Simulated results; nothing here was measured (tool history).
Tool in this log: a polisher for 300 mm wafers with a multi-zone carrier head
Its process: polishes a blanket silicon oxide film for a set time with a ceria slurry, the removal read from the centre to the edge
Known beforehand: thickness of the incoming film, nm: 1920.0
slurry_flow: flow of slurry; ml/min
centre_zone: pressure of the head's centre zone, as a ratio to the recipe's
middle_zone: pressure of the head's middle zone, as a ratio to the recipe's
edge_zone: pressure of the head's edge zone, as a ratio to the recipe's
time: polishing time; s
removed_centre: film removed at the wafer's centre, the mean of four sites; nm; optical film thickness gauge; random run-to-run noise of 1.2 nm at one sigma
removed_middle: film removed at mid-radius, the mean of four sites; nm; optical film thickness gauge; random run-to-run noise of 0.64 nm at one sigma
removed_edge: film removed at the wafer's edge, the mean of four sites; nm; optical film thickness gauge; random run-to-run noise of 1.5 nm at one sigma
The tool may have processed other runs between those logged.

run  hour  slurry_flow  centre_zone  middle_zone  edge_zone  time  removed_centre  removed_middle  removed_edge
  1     0          160            1            1          1    39          138.46          144.02        140.67
  2   2.2          160         0.94            1          1    39          130.55          144.38         142.5
  3   5.4          160         0.85            1          1    39          116.74          145.15        138.74
  4   8.4          155         0.85         0.98       0.99    38          115.53          138.15        132.67
  5    17          135         0.85         0.98       0.99    38          113.66          134.16        133.08
  6  22.8          135         0.85         0.97       0.98    37          109.34           129.6        131.09

Run 7, settings as shown, results not yet in. Your forecast:
  7  30.9          120         0.95         0.88       0.88    26               ?               ?             ?

removed_centre: 82.903 nm
removed_middle: 81.992 nm
removed_edge: 85.261 nm

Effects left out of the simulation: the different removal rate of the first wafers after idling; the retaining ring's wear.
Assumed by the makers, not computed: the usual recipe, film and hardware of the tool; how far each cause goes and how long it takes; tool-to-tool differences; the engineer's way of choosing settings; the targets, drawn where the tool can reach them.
